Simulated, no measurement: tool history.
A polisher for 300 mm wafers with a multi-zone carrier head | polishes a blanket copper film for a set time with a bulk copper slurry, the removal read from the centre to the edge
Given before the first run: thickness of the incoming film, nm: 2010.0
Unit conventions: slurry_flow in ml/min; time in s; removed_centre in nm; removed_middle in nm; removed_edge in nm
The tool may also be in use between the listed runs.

run	day	slurry_flow	centre_zone	middle_zone	edge_zone	slurry_solids	time	removed_centre	removed_middle	removed_edge
1	0	295	1	1	1	1	49	612.47	605.69	629.95
2	0.088	290	0.97	0.99	0.98	0.9	47	540.25	569.39	581.54
3	0.267	290	0.97	0.99	0.92	0.9	47	555.92	572.78	567.77
4	0.567	290	1.04	0.99	0.92	0.9	47	574.38	564.94	568.93
5	0.875	290	1.04	0.99	1.01	0.9	47	593.03	577.6	590.09
6	1.233	355	1.04	0.99	1.01	0.9	47	597.84	567.32	606.09
7	1.542	350	1.01	0.97	0.98	0.85	45	551.91	527.11	556.33
8	1.725	345	0.98	0.96	0.97	0.8	44	524.75	508.67	537.23
9	1.812	335	0.95	0.95	0.96	0.75	43	487.08	473.18	511.35
10	1.962	325	0.93	0.95	0.94	0.7	42	460.18	468.52	499.21
11	2.096	320	0.92	0.95	0.92	0.65	41	434.05	448.1	466.36
12	2.375	315	0.9	0.94	0.91	0.6	41	430.45	448.05	460.01

The next listed run, before its measurement:
13	2.533	310	0.88	0.94	0.91	0.6	40	?	?	?

Run 13 measured removed_centre 402.13 nm, removed_middle 428.14 nm, removed_edge 449.15 nm.

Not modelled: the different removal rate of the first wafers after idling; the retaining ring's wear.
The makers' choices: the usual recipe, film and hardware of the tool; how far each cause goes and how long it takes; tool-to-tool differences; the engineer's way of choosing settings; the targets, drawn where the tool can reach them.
